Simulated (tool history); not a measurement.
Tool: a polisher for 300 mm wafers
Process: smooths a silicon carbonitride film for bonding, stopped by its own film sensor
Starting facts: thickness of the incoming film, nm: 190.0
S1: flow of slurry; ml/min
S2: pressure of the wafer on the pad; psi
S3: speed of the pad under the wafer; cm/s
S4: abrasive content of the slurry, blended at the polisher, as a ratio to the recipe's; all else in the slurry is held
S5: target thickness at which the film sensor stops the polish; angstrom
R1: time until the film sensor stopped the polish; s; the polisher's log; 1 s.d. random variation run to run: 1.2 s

{"run": 1, "hour": 0.0, "S1": 200, "S2": 2.7, "S3": 116, "S4": 1, "S5": 1640, "R1": 64.545}
{"run": 2, "hour": 1.2, "S1": 200, "S2": 2.5, "S3": 116, "S4": 1, "S5": 1640, "R1": 71.33}
{"run": 3, "hour": 7.7, "S1": 200, "S2": 2.5, "S3": 130, "S4": 1, "S5": 1640, "R1": 64.372}
{"run": 4, "hour": 15.8, "S1": 220, "S2": 2.5, "S3": 130, "S4": 1, "S5": 1640, "R1": 65.271}
{"run": 5, "hour": 23.2, "S1": 220, "S2": 2.3, "S3": 130, "S4": 1, "S5": 1640, "R1": 68.564}
{"run": 6, "hour": 25.9, "S1": 220, "S2": 2.2, "S3": 130, "S4": 1, "S5": 1640, "R1": 72.183}
{"run": 7, "hour": 29.5, "S1": 220, "S2": 2.1, "S3": 130, "S4": 1, "S5": 1640, "R1": 74.113}
{"run": 8, "hour": 37.8, "S1": 220, "S2": 2, "S3": 130, "S4": 1, "S5": 1640, "R1": 78.712}

What will run 9 give?
{"run": 9, "hour": 45.7, "S1": 220, "S2": 1.9, "S3": 130, "S4": 1, "S5": 1640, "R1": "?"}

Logged for run 9: R1 80.998 s.

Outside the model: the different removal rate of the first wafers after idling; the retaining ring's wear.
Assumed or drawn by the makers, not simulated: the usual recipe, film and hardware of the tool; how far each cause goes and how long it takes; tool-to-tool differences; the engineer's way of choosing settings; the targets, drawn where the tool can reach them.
